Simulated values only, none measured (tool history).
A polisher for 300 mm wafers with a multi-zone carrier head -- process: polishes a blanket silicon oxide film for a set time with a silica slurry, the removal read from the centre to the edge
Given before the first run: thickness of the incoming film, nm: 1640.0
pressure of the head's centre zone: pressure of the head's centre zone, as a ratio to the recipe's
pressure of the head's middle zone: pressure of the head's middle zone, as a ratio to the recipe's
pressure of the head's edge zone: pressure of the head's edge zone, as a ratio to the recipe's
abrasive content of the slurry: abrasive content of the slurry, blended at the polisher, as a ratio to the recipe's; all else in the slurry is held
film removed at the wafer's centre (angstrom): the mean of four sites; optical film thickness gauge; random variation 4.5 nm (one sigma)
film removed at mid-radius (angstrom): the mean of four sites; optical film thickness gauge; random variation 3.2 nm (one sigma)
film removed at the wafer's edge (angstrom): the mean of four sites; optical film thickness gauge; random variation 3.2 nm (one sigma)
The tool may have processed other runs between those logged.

| run | hour | flow of slurry (ml/min) | pressure of the head's centre zone | pressure of the head's middle zone | pressure of the head's edge zone | abrasive content of the slurry | polishing time (s) | film removed at the wafer's centre (angstrom) | film removed at mid-radius (angstrom) | film removed at the wafer's edge (angstrom) |
|---|---|---|---|---|---|---|---|---|---|---|
| 1 | 0.0 | 200 | 1.00 | 1.00 | 1.00 | 1.00 | 79 | 2641.0 | 2703.0 | 2774.1 |
| 2 | 7.7 | 210 | 1.03 | 1.02 | 1.01 | 1.05 | 79 | 2886.2 | 2821.3 | 2863.2 |
| 3 | 14.5 | 210 | 1.06 | 1.02 | 1.01 | 1.05 | 79 | 2938.9 | 2869.3 | 2874.7 |
| 4 | 19.1 | 235 | 1.06 | 1.02 | 1.01 | 1.05 | 79 | 2905.5 | 2902.4 | 2897.8 |
| 5 | 26.4 | 235 | 1.08 | 1.03 | 1.02 | 1.05 | 79 | 3119.9 | 2934.0 | 2913.8 |
| 6 | 27.4 | 240 | 1.08 | 1.04 | 1.03 | 1.05 | 79 | 3082.4 | 2957.1 | 2884.7 |

Forecast run 7:
| 7 | 31.7 | 240 | 1.08 | 1.04 | 1.03 | 1.10 | 79 | ? | ? | ? |

film removed at the wafer's centre (angstrom): 3093.4
film removed at mid-radius (angstrom): 2985.9
film removed at the wafer's edge (angstrom): 2934.6
